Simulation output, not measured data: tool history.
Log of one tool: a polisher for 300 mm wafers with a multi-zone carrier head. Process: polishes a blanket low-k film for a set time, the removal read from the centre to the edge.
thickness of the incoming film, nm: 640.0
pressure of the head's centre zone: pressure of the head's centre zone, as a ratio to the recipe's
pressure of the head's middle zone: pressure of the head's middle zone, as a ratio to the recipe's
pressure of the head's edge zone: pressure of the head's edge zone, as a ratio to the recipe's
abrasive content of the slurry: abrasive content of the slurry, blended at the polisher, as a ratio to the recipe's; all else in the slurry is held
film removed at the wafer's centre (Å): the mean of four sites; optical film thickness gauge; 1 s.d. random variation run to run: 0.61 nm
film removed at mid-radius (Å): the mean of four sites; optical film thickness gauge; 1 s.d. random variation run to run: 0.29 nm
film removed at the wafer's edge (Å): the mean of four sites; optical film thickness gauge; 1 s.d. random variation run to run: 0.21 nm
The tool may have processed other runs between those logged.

| run | hour | flow of slurry (ml/min) | pressure of the head's centre zone | pressure of the head's middle zone | pressure of the head's edge zone | abrasive content of the slurry | polishing time (s) | film removed at the wafer's centre (Å) | film removed at mid-radius (Å) | film removed at the wafer's edge (Å) |
|---|---|---|---|---|---|---|---|---|---|---|
| 1 | 0.0 | 315 | 1.00 | 1.00 | 1.00 | 1.00 | 75 | 468.18 | 448.56 | 469.55 |
| 2 | 1.3 | 315 | 1.00 | 1.00 | 1.08 | 1.00 | 75 | 465.73 | 447.17 | 485.18 |
| 3 | 4.5 | 315 | 1.00 | 1.00 | 1.08 | 1.00 | 69 | 440.54 | 412.04 | 446.54 |
| 4 | 13.1 | 315 | 1.00 | 1.00 | 1.08 | 0.90 | 69 | 410.50 | 392.52 | 423.23 |
| 5 | 17.4 | 315 | 1.02 | 1.00 | 1.05 | 0.85 | 69 | 403.17 | 384.13 | 404.67 |
| 6 | 23.5 | 315 | 1.04 | 1.00 | 1.02 | 0.85 | 69 | 427.28 | 381.33 | 400.53 |
| 7 | 31.4 | 315 | 1.04 | 1.00 | 1.00 | 0.85 | 69 | 419.92 | 380.49 | 399.67 |
| 8 | 34.5 | 315 | 1.05 | 1.01 | 0.98 | 0.80 | 69 | 397.81 | 383.52 | 382.71 |
| 9 | 38.7 | 315 | 1.06 | 1.01 | 0.96 | 0.80 | 69 | 406.84 | 374.89 | 379.59 |
| 10 | 46.0 | 315 | 1.07 | 1.01 | 0.94 | 0.80 | 69 | 420.32 | 376.35 | 376.69 |

Estimate the outcome of run 11 from the log above:
| 11 | 49.2 | 310 | 1.07 | 1.01 | 0.92 | 0.80 | 69 | ? | ? | ? |

{"run 11": {"film removed at the wafer's centre (Å)": 415.69, "film removed at mid-radius (Å)": 375.56, "film removed at the wafer's edge (Å)": 368.8}}
